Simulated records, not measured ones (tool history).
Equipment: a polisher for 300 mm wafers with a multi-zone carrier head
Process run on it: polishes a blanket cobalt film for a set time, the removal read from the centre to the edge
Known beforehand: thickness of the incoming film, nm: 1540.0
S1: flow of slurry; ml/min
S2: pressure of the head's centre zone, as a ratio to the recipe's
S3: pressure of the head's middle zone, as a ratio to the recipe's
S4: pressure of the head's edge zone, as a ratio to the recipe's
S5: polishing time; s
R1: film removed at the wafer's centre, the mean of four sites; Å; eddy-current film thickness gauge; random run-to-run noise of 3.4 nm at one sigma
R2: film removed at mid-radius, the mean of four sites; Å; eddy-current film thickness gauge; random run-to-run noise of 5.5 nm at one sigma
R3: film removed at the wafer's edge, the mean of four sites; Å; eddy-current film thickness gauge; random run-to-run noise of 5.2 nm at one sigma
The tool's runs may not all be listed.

run	day	S1	S2	S3	S4	S5	R1	R2	R3
1	0.000	265	1.00	1.00	1.00	86	3330.3	3627.5	3519.5
2	0.375	265	0.94	1.00	1.00	86	3184.1	3531.0	3519.4
3	0.608	265	0.91	1.05	1.03	90	3183.8	3816.9	3651.0
4	0.892	265	0.89	1.07	1.06	95	3284.6	4242.1	3936.5
5	1.217	265	0.89	0.99	1.06	95	3286.2	3883.2	3914.0
6	1.567	265	0.88	1.01	1.09	98	3336.6	4106.4	4214.1

Estimate the outcome of run 7 from the log above:
7	1.692	275	0.89	1.04	1.11	99	?	?	?

{"run 7": {"R1": 3445.9, "R2": 4231.7, "R3": 4152.8}}
